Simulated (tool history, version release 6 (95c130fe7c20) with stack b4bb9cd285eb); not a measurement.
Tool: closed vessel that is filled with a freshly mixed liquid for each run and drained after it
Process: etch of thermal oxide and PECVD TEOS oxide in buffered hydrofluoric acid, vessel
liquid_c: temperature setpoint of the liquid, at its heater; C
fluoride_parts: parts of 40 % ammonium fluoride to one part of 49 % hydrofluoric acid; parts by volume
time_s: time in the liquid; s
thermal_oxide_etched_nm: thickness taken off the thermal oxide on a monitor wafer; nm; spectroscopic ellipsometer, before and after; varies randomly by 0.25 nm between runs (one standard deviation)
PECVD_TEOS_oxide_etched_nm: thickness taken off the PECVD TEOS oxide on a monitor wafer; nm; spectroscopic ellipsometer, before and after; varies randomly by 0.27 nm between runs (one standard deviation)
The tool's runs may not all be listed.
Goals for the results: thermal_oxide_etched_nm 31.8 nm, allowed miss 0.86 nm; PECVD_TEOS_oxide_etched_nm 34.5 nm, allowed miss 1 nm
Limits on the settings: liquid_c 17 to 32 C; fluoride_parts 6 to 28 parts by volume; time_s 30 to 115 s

run,day,liquid_c,fluoride_parts,time_s,thermal_oxide_etched_nm,PECVD_TEOS_oxide_etched_nm
1,0,24,17,60,43.309,46.782
2,0.346,20.5,17,60,35.55,39.569
3,0.525,20.5,14,60,43.769,47.809
4,0.8,20,14.5,60,40.92,44.138
5,0.992,19.5,14.5,60,39.627,42.52
6,1.304,19,14.5,60,38.419,41.729
7,1.388,18.5,14.5,60,37.309,40.602
8,1.521,18.5,14.5,60,37.193,40.547
9,1.617,17.5,15,60,34.551,37.191

Consider the 5 candidate settings below. Which is the only one whose results all fall within their allowed miss of target?
A,1.712,20.5,19.5,65,?,?
B,1.712,23,17,50,?,?
C,1.712,17,15.5,55,?,?
D,1.712,20,18.5,55,?,?
E,1.712,18,12.5,45,?,?

move,thermal_oxide_etched_nm,PECVD_TEOS_oxide_etched_nm
A,33.889,37.236
B,34.289,37.676
C,29.505,32.419
D,29.371,32.272
E,31.571,34.689
A: nearer the targets than the last run, but a result is still out of spec
B: as far off as the last run
C: pushes the last run's worst result past its target
D: pushes the last run's worst result past its target
E: every result within its allowed miss
So the answer is move E, the one that meets all the targets.
